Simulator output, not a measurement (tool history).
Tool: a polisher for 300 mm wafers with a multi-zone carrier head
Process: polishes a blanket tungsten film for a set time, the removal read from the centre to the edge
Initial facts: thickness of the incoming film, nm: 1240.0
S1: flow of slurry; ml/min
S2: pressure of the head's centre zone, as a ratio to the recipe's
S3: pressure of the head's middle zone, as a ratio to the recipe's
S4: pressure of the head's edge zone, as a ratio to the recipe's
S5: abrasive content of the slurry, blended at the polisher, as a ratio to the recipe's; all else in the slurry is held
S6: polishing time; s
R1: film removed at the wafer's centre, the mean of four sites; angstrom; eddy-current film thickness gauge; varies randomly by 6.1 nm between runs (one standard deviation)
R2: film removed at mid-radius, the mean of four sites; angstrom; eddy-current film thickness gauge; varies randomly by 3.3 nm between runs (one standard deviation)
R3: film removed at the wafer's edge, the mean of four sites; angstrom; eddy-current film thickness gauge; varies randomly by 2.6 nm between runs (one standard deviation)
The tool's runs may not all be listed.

run,hour,S1,S2,S3,S4,S5,S6,R1,R2,R3
1,0,195,1,1,1,1,84,4337.3,4438.3,4484.4
2,2.2,195,1,0.94,1,1,84,4301,4178.8,4458.4
3,6.5,245,1,0.94,1,1,84,4526.7,4437.6,4653.5
4,14.4,270,1,0.94,1,1,84,4683.6,4426.7,4653.8
5,18.8,270,1,0.96,0.97,1,84,4620.6,4544.8,4546.9
6,22,270,1.01,0.97,0.95,1,84,4642.1,4516.2,4578.6
7,26.1,275,1.02,1,0.93,0.95,84,4645.8,4697.4,4440.9
8,27.9,270,1.07,1.02,0.84,0.85,84,4657.1,4627.6,4110.1

Forecast run 9:
9,32.1,275,1.07,1.02,0.84,0.85,84,?,?,?

Run 9 produced R1 4708 angstrom, R2 4572.6 angstrom, R3 4179.3 angstrom.

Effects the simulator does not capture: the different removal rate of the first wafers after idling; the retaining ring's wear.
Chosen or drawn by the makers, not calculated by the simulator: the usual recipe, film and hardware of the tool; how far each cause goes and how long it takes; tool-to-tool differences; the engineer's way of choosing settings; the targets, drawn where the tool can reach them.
